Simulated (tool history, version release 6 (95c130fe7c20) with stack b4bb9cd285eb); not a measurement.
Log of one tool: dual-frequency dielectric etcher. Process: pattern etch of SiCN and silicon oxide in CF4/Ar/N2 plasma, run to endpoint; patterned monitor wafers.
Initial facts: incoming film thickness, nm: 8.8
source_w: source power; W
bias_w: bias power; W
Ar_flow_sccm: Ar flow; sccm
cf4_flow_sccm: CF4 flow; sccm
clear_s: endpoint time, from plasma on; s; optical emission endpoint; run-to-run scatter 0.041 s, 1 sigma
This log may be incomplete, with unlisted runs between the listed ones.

run,day,source_w,bias_w,Ar_flow_sccm,cf4_flow_sccm,clear_s
1,0,450,71,82,48,11.007
2,0.088,450,71,82,54,10.887
3,0.438,440,71,82,54,11.033
4,0.625,430,71,82,54,11.271
5,0.783,430,71,75,54,11.089
6,1.042,430,58,75,54,11.737

What will run 7 give?
7,1.246,420,58,75,54,?

Run 7 gave clear_s 12.06 s.

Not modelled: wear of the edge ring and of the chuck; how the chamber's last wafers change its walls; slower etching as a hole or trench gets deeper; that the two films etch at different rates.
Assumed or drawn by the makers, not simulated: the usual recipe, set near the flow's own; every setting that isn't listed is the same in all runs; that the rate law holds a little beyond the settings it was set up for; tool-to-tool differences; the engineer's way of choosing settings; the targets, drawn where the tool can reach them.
